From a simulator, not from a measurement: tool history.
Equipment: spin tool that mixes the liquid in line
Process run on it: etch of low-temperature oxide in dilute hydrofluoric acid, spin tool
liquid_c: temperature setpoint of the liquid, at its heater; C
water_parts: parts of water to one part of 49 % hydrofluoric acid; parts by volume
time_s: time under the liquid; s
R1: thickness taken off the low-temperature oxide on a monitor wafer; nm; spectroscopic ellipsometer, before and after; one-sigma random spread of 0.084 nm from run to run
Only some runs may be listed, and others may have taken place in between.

Run 1, hour 0: liquid_c 24 C, water_parts 260 parts by volume, time_s 220 s. Result: R1 16.73 nm.
Run 2, hour 5.4: liquid_c 23 C, water_parts 265 parts by volume, time_s 220 s. Result: R1 15.681 nm.
Run 3, hour 9.8: liquid_c 23 C, water_parts 265 parts by volume, time_s 235 s. Result: R1 16.71 nm.
Run 4, hour 12.9: liquid_c 22 C, water_parts 270 parts by volume, time_s 235 s. Result: R1 15.619 nm.
Run 5, hour 16.1: liquid_c 21.5 C, water_parts 270 parts by volume, time_s 235 s. Result: R1 15.469 nm.
Run 6, hour 19.6: liquid_c 19 C, water_parts 270 parts by volume, time_s 235 s. Result: R1 14.117 nm.

What will run 7 give?
Run 7, hour 27.5: liquid_c 18.5 C, water_parts 275 parts by volume, time_s 235 s. Result: R1 ?.

Logged for run 7: R1 13.491 nm.
